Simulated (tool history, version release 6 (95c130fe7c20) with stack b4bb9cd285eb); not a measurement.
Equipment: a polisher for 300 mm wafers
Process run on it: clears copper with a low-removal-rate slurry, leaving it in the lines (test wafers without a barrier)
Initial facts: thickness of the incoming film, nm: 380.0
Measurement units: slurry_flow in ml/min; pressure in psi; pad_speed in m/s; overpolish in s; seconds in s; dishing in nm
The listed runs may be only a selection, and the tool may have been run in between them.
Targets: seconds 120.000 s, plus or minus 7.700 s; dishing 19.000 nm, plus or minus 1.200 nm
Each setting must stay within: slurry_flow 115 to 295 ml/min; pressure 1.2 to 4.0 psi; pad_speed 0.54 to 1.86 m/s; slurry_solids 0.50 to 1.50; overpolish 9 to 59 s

{"run": 1, "hour": 0.0, "slurry_flow": 190, "pressure": 2.6, "pad_speed": 1.18, "slurry_solids": 1.0, "overpolish": 30, "seconds": 98.615, "dishing": 65.955}
{"run": 2, "hour": 5.5, "slurry_flow": 190, "pressure": 2.4, "pad_speed": 1.2, "slurry_solids": 1.0, "overpolish": 27, "seconds": 99.566, "dishing": 55.168}
{"run": 3, "hour": 12.6, "slurry_flow": 185, "pressure": 2.2, "pad_speed": 1.22, "slurry_solids": 0.95, "overpolish": 24, "seconds": 112.95, "dishing": 47.668}
{"run": 4, "hour": 16.8, "slurry_flow": 200, "pressure": 2.1, "pad_speed": 1.2, "slurry_solids": 1.05, "overpolish": 22, "seconds": 114.81, "dishing": 43.873}
{"run": 5, "hour": 23.8, "slurry_flow": 200, "pressure": 2.1, "pad_speed": 1.2, "slurry_solids": 1.05, "overpolish": 29, "seconds": 114.55, "dishing": 54.284}
{"run": 6, "hour": 24.9, "slurry_flow": 200, "pressure": 2.1, "pad_speed": 1.2, "slurry_solids": 1.05, "overpolish": 33, "seconds": 115.42, "dishing": 61.693}
{"run": 7, "hour": 26.7, "slurry_flow": 190, "pressure": 2.0, "pad_speed": 1.26, "slurry_solids": 1.0, "overpolish": 30, "seconds": 116.24, "dishing": 56.517}
{"run": 8, "hour": 32.7, "slurry_flow": 225, "pressure": 1.3, "pad_speed": 1.24, "slurry_solids": 1.2, "overpolish": 16, "seconds": 167.64, "dishing": 23.812}
{"run": 9, "hour": 35.4, "slurry_flow": 235, "pressure": 1.3, "pad_speed": 1.28, "slurry_solids": 1.25, "overpolish": 15, "seconds": 160.77, "dishing": 22.52}
{"run": 10, "hour": 41.8, "slurry_flow": 245, "pressure": 1.3, "pad_speed": 1.32, "slurry_solids": 1.3, "overpolish": 14, "seconds": 153.88, "dishing": 21.781}
{"run": 11, "hour": 49.6, "slurry_flow": 295, "pressure": 1.2, "pad_speed": 1.58, "slurry_solids": 1.5, "overpolish": 9, "seconds": 131.01, "dishing": 16.956}

Exactly one of the 4 candidate moves below puts every result within its allowed miss. Which one?
{"run": "A", "hour": 57.4, "slurry_flow": 290, "pressure": 1.2, "pad_speed": 1.58, "slurry_solids": 1.3, "overpolish": 9, "seconds": "?", "dishing": "?"}
{"run": "B", "hour": 57.4, "slurry_flow": 280, "pressure": 1.2, "pad_speed": 1.5, "slurry_solids": 1.5, "overpolish": 9, "seconds": "?", "dishing": "?"}
{"run": "C", "hour": 57.4, "slurry_flow": 295, "pressure": 1.2, "pad_speed": 1.5, "slurry_solids": 1.5, "overpolish": 9, "seconds": "?", "dishing": "?"}
{"run": "D", "hour": 57.4, "slurry_flow": 260, "pressure": 1.3, "pad_speed": 1.64, "slurry_solids": 1.45, "overpolish": 9, "seconds": "?", "dishing": "?"}

move=A seconds=135.660 dishing=16.424
move=B seconds=139.600 dishing=15.995
move=C seconds=138.930 dishing=16.067
move=D seconds=120.840 dishing=18.325
A: the biggest miss grows against the last run
B: the biggest miss grows against the last run
C: the biggest miss grows against the last run
D: every result lands within tolerance
Move D is the one to make.

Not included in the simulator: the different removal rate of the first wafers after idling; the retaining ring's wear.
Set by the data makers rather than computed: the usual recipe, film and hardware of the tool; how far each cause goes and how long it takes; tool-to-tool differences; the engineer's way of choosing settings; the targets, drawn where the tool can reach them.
